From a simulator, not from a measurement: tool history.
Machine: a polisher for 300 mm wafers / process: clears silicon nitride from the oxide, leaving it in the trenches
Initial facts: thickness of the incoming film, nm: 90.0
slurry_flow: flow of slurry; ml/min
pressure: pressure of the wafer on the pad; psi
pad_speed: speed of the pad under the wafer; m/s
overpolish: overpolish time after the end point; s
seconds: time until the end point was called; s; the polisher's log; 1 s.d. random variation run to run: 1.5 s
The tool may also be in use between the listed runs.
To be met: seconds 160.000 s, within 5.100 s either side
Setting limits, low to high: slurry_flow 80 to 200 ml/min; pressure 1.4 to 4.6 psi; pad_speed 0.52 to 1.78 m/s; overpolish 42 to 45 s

run    day  slurry_flow  pressure  pad_speed  overpolish  seconds
  1  0.000          130       3.0       1.14          42   73.163
  2  0.121          125       2.8       1.10          42   83.193
  3  0.417          125       2.8       1.26          42   71.486
  4  0.762          145       2.8       1.26          42   71.086
  5  0.800          145       3.2       1.26          42   62.620
  6  1.046          135       3.2       1.26          42   63.568
  7  1.125          135       3.0       1.20          42   69.336
  8  1.242          135       2.8       1.14          42   79.598
  9  1.425          135       2.6       1.10          42   87.209
 10  1.550          135       2.4       1.06          42  100.420
 11  1.917          135       2.4       1.06          42   99.610
 12  1.971          135       2.3       1.04          42  105.980
 13  2.017          135       2.2       1.02          42  111.730
 14  2.212          135       2.1       1.02          42  116.940
     2.479  -- worn pad replaced by a new one
 15  2.479          135       2.0       1.02          42  110.480
 16  2.525          135       1.9       1.00          42  119.430
 17  2.738          135       1.9       1.00          42  117.960
 18  3.054          135       1.8       0.98          42  126.790
 19  3.304          135       1.7       0.96          42  138.820

Below are 4 possible settings for the next run. Only one of them brings all results inside the allowed miss of their targets. Which is it?
  A  3.554          165       1.5       0.98          45        ?
  B  3.554          125       1.4       1.02          43        ?
  C  3.554          115       1.5       1.04          45        ?
  D  3.554          125       1.7       0.88          42        ?

move  seconds
   A  146.540
   B  157.580
   C  147.280
   D  151.280
A: nearer the targets than the last run, but a result is still out of spec
B: all results land within tolerance of their targets
C: nearer the targets than the last run, but a result is still out of spec
D: nearer the targets than the last run, but a result is still out of spec
So the answer is move B, the one that meets all the targets.
